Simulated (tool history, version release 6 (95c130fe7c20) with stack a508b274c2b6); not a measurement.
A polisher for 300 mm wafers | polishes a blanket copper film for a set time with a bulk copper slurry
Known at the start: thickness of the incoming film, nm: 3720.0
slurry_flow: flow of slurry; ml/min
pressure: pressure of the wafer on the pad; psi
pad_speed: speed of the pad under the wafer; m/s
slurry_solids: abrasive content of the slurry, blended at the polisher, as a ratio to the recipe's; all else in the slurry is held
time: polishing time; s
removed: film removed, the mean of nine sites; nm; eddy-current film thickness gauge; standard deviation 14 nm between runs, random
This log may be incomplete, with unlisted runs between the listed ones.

Run 1, hour 0.0: slurry_flow 165 ml/min, pressure 2.8 psi, pad_speed 1.04 m/s, slurry_solids 1.00, time 115 s. Result: removed 1231.5 nm.
Run 2, hour 3.6: slurry_flow 165 ml/min, pressure 2.7 psi, pad_speed 1.04 m/s, slurry_solids 1.00, time 115 s. Result: removed 1178.7 nm.
Run 3, hour 6.2: slurry_flow 165 ml/min, pressure 2.7 psi, pad_speed 1.26 m/s, slurry_solids 1.00, time 115 s. Result: removed 1475.9 nm.
Run 4, hour 14.4: slurry_flow 185 ml/min, pressure 2.7 psi, pad_speed 1.26 m/s, slurry_solids 1.00, time 115 s. Result: removed 1447.1 nm.
Run 5, hour 23.0: slurry_flow 185 ml/min, pressure 2.7 psi, pad_speed 1.26 m/s, slurry_solids 1.15, time 115 s. Result: removed 1481.0 nm.
Run 6, hour 30.9: slurry_flow 185 ml/min, pressure 2.7 psi, pad_speed 1.26 m/s, slurry_solids 1.15, time 115 s. Result: removed 1515.6 nm.

What will run 7 give?
Run 7, hour 35.3: slurry_flow 185 ml/min, pressure 2.4 psi, pad_speed 1.26 m/s, slurry_solids 1.15, time 115 s. Result: removed ?.

removed: 1342.7 nm
